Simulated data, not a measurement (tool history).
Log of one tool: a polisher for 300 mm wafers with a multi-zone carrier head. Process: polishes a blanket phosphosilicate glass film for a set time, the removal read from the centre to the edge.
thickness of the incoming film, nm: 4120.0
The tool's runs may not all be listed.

| run | hour | flow of slurry (ml/min) | pressure of the head's centre zone | pressure of the head's middle zone | pressure of the head's edge zone | abrasive content of the slurry | polishing time (s) | film removed at the wafer's centre (angstrom) | film removed at mid-radius (angstrom) | film removed at the wafer's edge (angstrom) |
|---|---|---|---|---|---|---|---|---|---|---|
| 1 | 0.0 | 225 | 1.00 | 1.00 | 1.00 | 1.00 | 81 | 5130.0 | 5201.5 | 5116.6 |
| 2 | 2.6 | 225 | 1.00 | 1.00 | 1.00 | 1.15 | 81 | 5355.3 | 5462.1 | 5543.6 |
| 3 | 8.2 | 250 | 1.00 | 1.00 | 1.00 | 1.15 | 81 | 5384.5 | 5561.4 | 5498.0 |
| 4 | 14.9 | 250 | 1.00 | 1.00 | 1.00 | 1.15 | 61 | 4135.7 | 4210.1 | 4178.6 |
| 5 | 17.5 | 245 | 1.02 | 1.01 | 1.02 | 1.20 | 62 | 4337.2 | 4317.4 | 4260.4 |
| 6 | 22.9 | 245 | 1.02 | 1.01 | 1.02 | 1.25 | 64 | 4538.0 | 4557.5 | 4556.0 |
| 7 | 24.5 | 240 | 1.03 | 1.02 | 1.03 | 1.30 | 65 | 4676.4 | 4712.7 | 4693.8 |
| 8 | 31.4 | 235 | 1.04 | 1.02 | 1.04 | 1.35 | 66 | 4792.4 | 4818.4 | 4739.6 |
| 9 | 39.0 | 240 | 1.04 | 1.02 | 1.05 | 1.35 | 67 | 4965.3 | 4882.0 | 4838.5 |

Forecast run 10:
| 10 | 40.0 | 240 | 1.04 | 1.02 | 1.05 | 1.35 | 68 | ? | ? | ? |

Run 10 gave film removed at the wafer's centre (angstrom) 4960.6, film removed at mid-radius (angstrom) 4972.5, film removed at the wafer's edge (angstrom) 5001.9.

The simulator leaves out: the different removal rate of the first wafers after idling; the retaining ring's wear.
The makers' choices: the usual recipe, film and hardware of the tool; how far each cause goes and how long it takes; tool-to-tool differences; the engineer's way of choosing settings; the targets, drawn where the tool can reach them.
